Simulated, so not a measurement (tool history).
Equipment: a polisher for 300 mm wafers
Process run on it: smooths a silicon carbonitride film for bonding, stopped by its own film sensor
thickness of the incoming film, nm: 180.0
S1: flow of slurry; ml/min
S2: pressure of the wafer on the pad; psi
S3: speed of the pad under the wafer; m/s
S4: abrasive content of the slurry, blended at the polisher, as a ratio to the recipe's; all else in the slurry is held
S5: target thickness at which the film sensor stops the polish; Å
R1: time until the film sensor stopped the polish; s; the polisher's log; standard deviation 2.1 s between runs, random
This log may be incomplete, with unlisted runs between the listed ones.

run 1 day=0 | S1=255 S2=2.2 S3=0.76 S4=1 S5=1480 | R1=174.83
run 2 day=0.092 | S1=250 S2=1.9 S3=0.76 S4=1 S5=1480 | R1=197.95
run 3 day=0.329 | S1=315 S2=1.9 S3=0.76 S4=1 S5=1480 | R1=193.77
run 4 day=0.688 | S1=310 S2=1.7 S3=0.76 S4=1 S5=1480 | R1=216.51
run 5 day=0.996 | S1=310 S2=1.7 S3=0.76 S4=1 S5=1480 | R1=215.68
run 6 day=1.112 | S1=310 S2=1.7 S3=0.76 S4=1 S5=1460 | R1=227.44

Run 7 comes next. What will it give?
run 7 day=1.488 | S1=310 S2=1.6 S3=0.76 S4=1 S5=1460 | R1=?

R1: 245.92 s

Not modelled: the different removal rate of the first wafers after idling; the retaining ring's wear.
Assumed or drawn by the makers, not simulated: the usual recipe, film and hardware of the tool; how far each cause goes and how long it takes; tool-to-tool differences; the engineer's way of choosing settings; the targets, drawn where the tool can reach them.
